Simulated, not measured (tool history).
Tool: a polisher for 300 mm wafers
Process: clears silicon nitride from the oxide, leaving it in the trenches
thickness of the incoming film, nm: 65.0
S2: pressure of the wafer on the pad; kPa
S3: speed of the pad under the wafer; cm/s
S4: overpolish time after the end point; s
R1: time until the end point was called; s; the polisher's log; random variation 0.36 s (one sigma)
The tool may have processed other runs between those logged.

{"run": 1, "day": 0.0, "flow of slurry (ml/min)": 285, "S2": 20.7, "S3": 90, "S4": 6, "R1": 73.132}
{"run": 2, "day": 0.304, "flow of slurry (ml/min)": 285, "S2": 17.2, "S3": 90, "S4": 6, "R1": 86.798}
{"run": 3, "day": 0.379, "flow of slurry (ml/min)": 285, "S2": 17.2, "S3": 76, "S4": 6, "R1": 101.55}
{"run": 4, "day": 0.633, "flow of slurry (ml/min)": 285, "S2": 17.2, "S3": 76, "S4": 4, "R1": 102.39}
{"run": 5, "day": 0.758, "flow of slurry (ml/min)": 285, "S2": 17.2, "S3": 90, "S4": 4, "R1": 87.329}
{"run": 6, "day": 1.012, "flow of slurry (ml/min)": 225, "S2": 17.2, "S3": 90, "S4": 4, "R1": 90.964}
{"run": 7, "day": 1.371, "flow of slurry (ml/min)": 230, "S2": 18.6, "S3": 92, "S4": 4, "R1": 80.725}
{"run": 8, "day": 1.396, "flow of slurry (ml/min)": 230, "S2": 20, "S3": 94, "S4": 4, "R1": 74.443}
{"run": 9, "day": 1.45, "flow of slurry (ml/min)": 240, "S2": 25.5, "S3": 116, "S4": 4, "R1": 48.637}

The next listed run, before its measurement:
{"run": 10, "day": 1.6, "flow of slurry (ml/min)": 240, "S2": 26.2, "S3": 116, "S4": 4, "R1": "?"}

{"run 10": {"R1": 46.919}}
